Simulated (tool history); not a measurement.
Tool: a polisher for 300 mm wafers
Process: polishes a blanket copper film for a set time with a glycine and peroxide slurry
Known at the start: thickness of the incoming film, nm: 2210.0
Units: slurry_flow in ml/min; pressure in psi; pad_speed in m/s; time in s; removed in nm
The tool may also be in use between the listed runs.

{"run": 1, "day": 0.0, "slurry_flow": 290, "pressure": 3.0, "pad_speed": 1.26, "time": 42, "removed": 335.3}
{"run": 2, "day": 0.321, "slurry_flow": 290, "pressure": 3.0, "pad_speed": 1.04, "time": 42, "removed": 289.89}
{"run": 3, "day": 0.479, "slurry_flow": 290, "pressure": 3.0, "pad_speed": 1.04, "time": 38, "removed": 253.84}
{"run": 4, "day": 0.688, "slurry_flow": 330, "pressure": 3.0, "pad_speed": 1.04, "time": 38, "removed": 262.39}
{"run": 5, "day": 1.0, "slurry_flow": 330, "pressure": 3.4, "pad_speed": 1.18, "time": 38, "removed": 322.18}
{"run": 6, "day": 1.1, "slurry_flow": 330, "pressure": 3.7, "pad_speed": 1.3, "time": 38, "removed": 372.03}
{"run": 7, "day": 1.188, "slurry_flow": 330, "pressure": 3.9, "pad_speed": 1.4, "time": 38, "removed": 425.47}
{"run": 8, "day": 1.45, "slurry_flow": 330, "pressure": 4.1, "pad_speed": 1.48, "time": 38, "removed": 475.17}
{"run": 9, "day": 1.779, "slurry_flow": 330, "pressure": 4.2, "pad_speed": 1.54, "time": 38, "removed": 491.43}
{"run": 10, "day": 2.071, "slurry_flow": 330, "pressure": 4.2, "pad_speed": 1.54, "time": 38, "removed": 497.52}
{"run": 11, "day": 2.325, "slurry_flow": 330, "pressure": 4.3, "pad_speed": 1.58, "time": 38, "removed": 520.65}
{"run": 12, "day": 2.471, "slurry_flow": 330, "pressure": 4.4, "pad_speed": 1.62, "time": 38, "removed": 553.65}
{"run": 13, "day": 2.621, "slurry_flow": 330, "pressure": 4.4, "pad_speed": 1.64, "time": 38, "removed": 538.25}
{"run": 14, "day": 2.654, "slurry_flow": 330, "pressure": 4.4, "pad_speed": 1.68, "time": 38, "removed": 570.42}

Run 15 comes next. What will it give?
{"run": 15, "day": 2.929, "slurry_flow": 330, "pressure": 4.4, "pad_speed": 1.7, "time": 38, "removed": "?"}

{"run 15": {"removed": 570.99}}
